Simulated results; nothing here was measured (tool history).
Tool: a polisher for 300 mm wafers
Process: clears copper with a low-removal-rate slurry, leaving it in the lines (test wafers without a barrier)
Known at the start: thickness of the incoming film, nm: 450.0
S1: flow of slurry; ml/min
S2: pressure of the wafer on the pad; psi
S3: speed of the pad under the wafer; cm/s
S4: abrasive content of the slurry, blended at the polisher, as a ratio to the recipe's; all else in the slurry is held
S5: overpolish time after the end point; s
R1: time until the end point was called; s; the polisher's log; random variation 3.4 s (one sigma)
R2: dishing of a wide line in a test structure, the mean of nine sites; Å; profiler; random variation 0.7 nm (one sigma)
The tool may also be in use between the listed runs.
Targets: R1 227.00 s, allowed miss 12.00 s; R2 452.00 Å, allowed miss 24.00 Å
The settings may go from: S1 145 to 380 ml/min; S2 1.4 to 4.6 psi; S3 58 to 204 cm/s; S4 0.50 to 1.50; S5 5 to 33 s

run 1 day=0.000 | S1=245 S2=3.0 S3=130 S4=1.00 S5=17 | R1=161.65 R2=381.37
run 2 day=0.075 | S1=245 S2=2.8 S3=128 S4=1.00 S5=19 | R1=175.28 R2=391.72
run 3 day=0.404 | S1=245 S2=2.8 S3=128 S4=1.00 S5=24 | R1=173.01 R2=478.26
run 4 day=0.712 | S1=245 S2=2.6 S3=128 S4=1.00 S5=25 | R1=193.57 R2=473.99
run 5 day=0.892 | S1=245 S2=2.5 S3=128 S4=1.00 S5=25 | R1=200.14 R2=451.41
run 6 day=1.067 | S1=245 S2=2.5 S3=128 S4=0.80 S5=25 | R1=205.28 R2=424.79
run 7 day=1.429 | S1=245 S2=2.4 S3=128 S4=0.80 S5=26 | R1=215.09 R2=438.55
run 8 day=1.558 | S1=245 S2=2.3 S3=128 S4=0.80 S5=27 | R1=222.85 R2=417.17

5 next moves are on the table. One of them brings every result within its allowed miss. Which?
run A day=1.688 | S1=325 S2=2.6 S3=98 S4=0.80 S5=30 | R1=? R2=?
run B day=1.688 | S1=210 S2=2.6 S3=114 S4=1.10 S5=25 | R1=? R2=?
run C day=1.688 | S1=255 S2=2.2 S3=136 S4=0.85 S5=21 | R1=? R2=?
run D day=1.688 | S1=270 S2=2.2 S3=122 S4=0.80 S5=25 | R1=? R2=?
run E day=1.688 | S1=300 S2=1.9 S3=152 S4=0.90 S5=26 | R1=? R2=?

move=A R1=230.80 R2=457.59
move=B R1=203.22 R2=437.03
move=C R1=221.17 R2=346.48
move=D R1=239.93 R2=375.27
move=E R1=229.00 R2=398.84
A: meets every target
B: brings the result that was furthest off to its target, and leaves another outside
C: further off than the last run
D: further off than the last run
E: further off than the last run
Answer: A

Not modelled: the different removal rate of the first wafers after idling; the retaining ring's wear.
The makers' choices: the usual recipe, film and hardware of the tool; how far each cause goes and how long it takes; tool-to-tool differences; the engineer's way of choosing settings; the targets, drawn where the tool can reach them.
